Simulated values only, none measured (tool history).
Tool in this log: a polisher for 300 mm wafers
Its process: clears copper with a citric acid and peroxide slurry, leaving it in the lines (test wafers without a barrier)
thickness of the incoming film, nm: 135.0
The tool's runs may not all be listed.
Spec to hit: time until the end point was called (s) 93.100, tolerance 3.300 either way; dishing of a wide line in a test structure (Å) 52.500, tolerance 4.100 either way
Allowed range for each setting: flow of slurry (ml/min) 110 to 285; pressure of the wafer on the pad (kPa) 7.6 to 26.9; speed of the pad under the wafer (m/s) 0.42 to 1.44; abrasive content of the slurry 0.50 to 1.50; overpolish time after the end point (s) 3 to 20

run	day	flow of slurry (ml/min)	pressure of the wafer on the pad (kPa)	speed of the pad under the wafer (m/s)	abrasive content of the slurry	overpolish time after the end point (s)	time until the end point was called (s)	dishing of a wide line in a test structure (Å)
1	0.000	180	17.2	0.92	1.00	10	88.857	111.030
2	0.071	185	17.2	0.92	1.00	8	88.088	86.807
3	0.267	185	20.7	0.92	1.00	8	73.233	101.490
4	0.371	185	20.0	0.92	1.00	7	76.546	87.866
5	0.725	185	19.3	0.92	1.00	6	79.216	73.245
6	0.758	185	18.6	0.92	1.00	6	82.584	69.190
7	1.125	185	17.9	0.92	1.00	6	85.166	68.068
8	1.288	185	17.2	0.92	1.00	6	89.032	63.983

Pick the move, out of 4, that brings all results within their allowed miss; only one does.
A	1.450	185	16.5	1.06	1.00	6	?	?
B	1.450	130	18.6	0.82	1.10	5	?	?
C	1.450	220	15.2	0.98	1.05	6	?	?
D	1.450	155	17.9	0.94	0.70	4	?	?

move	time until the end point was called (s)	dishing of a wide line in a test structure (Å)
A	81.824	74.954
B	95.485	54.033
C	93.781	65.598
D	91.332	45.330
A: further off than the last run
B: each result inside its tolerance
C: further off than the last run
D: pushes the last run's worst result past its target
The move that meets every target is B.

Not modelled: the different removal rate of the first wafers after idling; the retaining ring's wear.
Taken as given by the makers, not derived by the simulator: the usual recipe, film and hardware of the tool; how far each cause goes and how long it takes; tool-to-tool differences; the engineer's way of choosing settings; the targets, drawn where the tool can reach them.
